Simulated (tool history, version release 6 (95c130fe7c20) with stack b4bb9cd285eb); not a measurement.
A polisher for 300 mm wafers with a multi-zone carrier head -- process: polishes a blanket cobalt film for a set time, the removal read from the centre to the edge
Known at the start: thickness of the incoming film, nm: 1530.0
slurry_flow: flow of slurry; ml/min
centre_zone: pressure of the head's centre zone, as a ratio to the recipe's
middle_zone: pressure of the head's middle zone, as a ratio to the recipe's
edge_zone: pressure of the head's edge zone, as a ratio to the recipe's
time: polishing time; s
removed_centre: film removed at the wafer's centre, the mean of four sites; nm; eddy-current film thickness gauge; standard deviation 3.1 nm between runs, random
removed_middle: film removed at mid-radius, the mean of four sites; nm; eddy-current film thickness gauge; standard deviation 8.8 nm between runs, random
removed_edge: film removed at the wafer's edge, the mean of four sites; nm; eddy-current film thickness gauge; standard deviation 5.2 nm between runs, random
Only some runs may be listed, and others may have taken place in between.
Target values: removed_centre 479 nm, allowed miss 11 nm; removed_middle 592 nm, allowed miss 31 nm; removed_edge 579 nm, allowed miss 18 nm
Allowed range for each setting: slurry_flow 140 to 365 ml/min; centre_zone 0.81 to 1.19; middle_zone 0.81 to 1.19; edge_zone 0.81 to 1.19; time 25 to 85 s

Run 1, hour 0: slurry_flow 235 ml/min, centre_zone 1, middle_zone 1, edge_zone 1, time 55 s. Result: removed_centre 368.02 nm, removed_middle 366.97 nm, removed_edge 362.78 nm.
Run 2, hour 6.2: slurry_flow 235 ml/min, centre_zone 1, middle_zone 1.08, edge_zone 1, time 55 s. Result: removed_centre 365.41 nm, removed_middle 391.49 nm, removed_edge 363.95 nm.
Run 3, hour 13.8: slurry_flow 235 ml/min, centre_zone 1.06, middle_zone 1.08, edge_zone 1, time 55 s. Result: removed_centre 387.61 nm, removed_middle 389.83 nm, removed_edge 368.48 nm.
Run 4, hour 17.3: slurry_flow 235 ml/min, centre_zone 1.06, middle_zone 1.08, edge_zone 1, time 47 s. Result: removed_centre 326.77 nm, removed_middle 341.49 nm, removed_edge 309.03 nm.
Run 5, hour 25.5: slurry_flow 240 ml/min, centre_zone 1.03, middle_zone 1.1, edge_zone 1.03, time 52 s. Result: removed_centre 352.76 nm, removed_middle 372.69 nm, removed_edge 351.53 nm.
Run 6, hour 26.4: slurry_flow 200 ml/min, centre_zone 1.03, middle_zone 1.1, edge_zone 1.03, time 52 s. Result: removed_centre 344.59 nm, removed_middle 359.32 nm, removed_edge 343.19 nm.
Run 7, hour 28.7: slurry_flow 225 ml/min, centre_zone 1.01, middle_zone 1.12, edge_zone 1.05, time 56 s. Result: removed_centre 369.75 nm, removed_middle 408.53 nm, removed_edge 378.72 nm.
Run 8, hour 31.8: slurry_flow 235 ml/min, centre_zone 0.99, middle_zone 1.12, edge_zone 1.08, time 59 s. Result: removed_centre 391.69 nm, removed_middle 432.86 nm, removed_edge 406.95 nm.
Run 9, hour 37.7: slurry_flow 235 ml/min, centre_zone 0.96, middle_zone 1.12, edge_zone 1.1, time 62 s. Result: removed_centre 397.38 nm, removed_middle 442.23 nm, removed_edge 439.28 nm.
Run 10, hour 45.2: slurry_flow 250 ml/min, centre_zone 0.95, middle_zone 1.13, edge_zone 1.11, time 64 s. Result: removed_centre 410.78 nm, removed_middle 481.72 nm, removed_edge 454.31 nm.

Of the 5 settings listed for the next run, only one would bring every result within its allowed miss of target. Which one?
Run A, hour 52.7: slurry_flow 235 ml/min, centre_zone 0.85, middle_zone 1.12, edge_zone 1.16, time 81 s. Result: removed_centre ?, removed_middle ?, removed_edge ?.
Run B, hour 52.7: slurry_flow 165 ml/min, centre_zone 0.86, middle_zone 1.03, edge_zone 1.19, time 83 s. Result: removed_centre ?, removed_middle ?, removed_edge ?.
Run C, hour 52.7: slurry_flow 220 ml/min, centre_zone 1.01, middle_zone 1.02, edge_zone 1.12, time 75 s. Result: removed_centre ?, removed_middle ?, removed_edge ?.
Run D, hour 52.7: slurry_flow 300 ml/min, centre_zone 0.87, middle_zone 1.12, edge_zone 1.15, time 79 s. Result: removed_centre ?, removed_middle ?, removed_edge ?.
Run E, hour 52.7: slurry_flow 265 ml/min, centre_zone 0.94, middle_zone 1.11, edge_zone 1.15, time 80 s. Result: removed_centre ?, removed_middle ?, removed_edge ?.

move  removed_centre  removed_middle  removed_edge
   A          463.06          585.33        576.92
   B          449.11          526.67         574.2
   C          498.54           495.5        522.25
   D          476.33          587.33        572.48
   E          510.88          582.09         573.9
A: meets the target for the result that was furthest off, but another lies outside its allowed miss
B: meets the target for the result that was furthest off, but another lies outside its allowed miss
C: gains on the last run, yet a result remains outside its allowed miss
D: every result lands within tolerance
E: meets the target for the result that was furthest off, but another lies outside its allowed miss
Answer: D
